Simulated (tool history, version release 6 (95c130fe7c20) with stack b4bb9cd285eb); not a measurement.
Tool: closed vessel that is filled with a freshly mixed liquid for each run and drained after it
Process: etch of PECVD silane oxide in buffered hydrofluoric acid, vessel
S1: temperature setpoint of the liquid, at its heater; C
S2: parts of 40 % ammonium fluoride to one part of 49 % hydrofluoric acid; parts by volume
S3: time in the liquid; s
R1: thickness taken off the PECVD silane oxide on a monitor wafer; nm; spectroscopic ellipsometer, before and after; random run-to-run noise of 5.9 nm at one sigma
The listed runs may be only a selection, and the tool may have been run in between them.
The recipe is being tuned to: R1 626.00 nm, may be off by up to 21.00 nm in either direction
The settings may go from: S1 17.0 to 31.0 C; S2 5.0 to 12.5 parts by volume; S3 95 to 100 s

{"run": 1, "hour": 0.0, "S1": 23.0, "S2": 7.5, "S3": 95, "R1": 535.4}
{"run": 2, "hour": 0.9, "S1": 24.0, "S2": 7.5, "S3": 95, "R1": 566.11}
{"run": 3, "hour": 4.8, "S1": 24.0, "S2": 8.5, "S3": 95, "R1": 499.03}
{"run": 4, "hour": 10.8, "S1": 24.0, "S2": 8.5, "S3": 95, "R1": 495.26}
{"run": 5, "hour": 15.2, "S1": 25.0, "S2": 8.5, "S3": 95, "R1": 526.89}
{"run": 6, "hour": 20.2, "S1": 26.0, "S2": 8.5, "S3": 95, "R1": 541.57}
{"run": 7, "hour": 24.1, "S1": 26.0, "S2": 8.5, "S3": 95, "R1": 553.53}
{"run": 8, "hour": 25.7, "S1": 26.5, "S2": 8.5, "S3": 95, "R1": 565.29}
{"run": 9, "hour": 33.7, "S1": 27.0, "S2": 8.5, "S3": 95, "R1": 592.15}

Which of these 4 next moves meets every target?
{"run": "A", "hour": 41.7, "S1": 26.5, "S2": 9.0, "S3": 100, "R1": "?"}
{"run": "B", "hour": 41.7, "S1": 29.5, "S2": 10.0, "S3": 95, "R1": "?"}
{"run": "C", "hour": 41.7, "S1": 26.0, "S2": 7.5, "S3": 95, "R1": "?"}
{"run": "D", "hour": 41.7, "S1": 27.5, "S2": 9.0, "S3": 95, "R1": "?"}

move=A R1=549.81
move=B R1=573.31
move=C R1=619.49
move=D R1=550.99
A: lands further from the targets than the last run did
B: lands further from the targets than the last run did
C: all results land within tolerance of their targets
D: lands further from the targets than the last run did
Go with C: it meets all targets.

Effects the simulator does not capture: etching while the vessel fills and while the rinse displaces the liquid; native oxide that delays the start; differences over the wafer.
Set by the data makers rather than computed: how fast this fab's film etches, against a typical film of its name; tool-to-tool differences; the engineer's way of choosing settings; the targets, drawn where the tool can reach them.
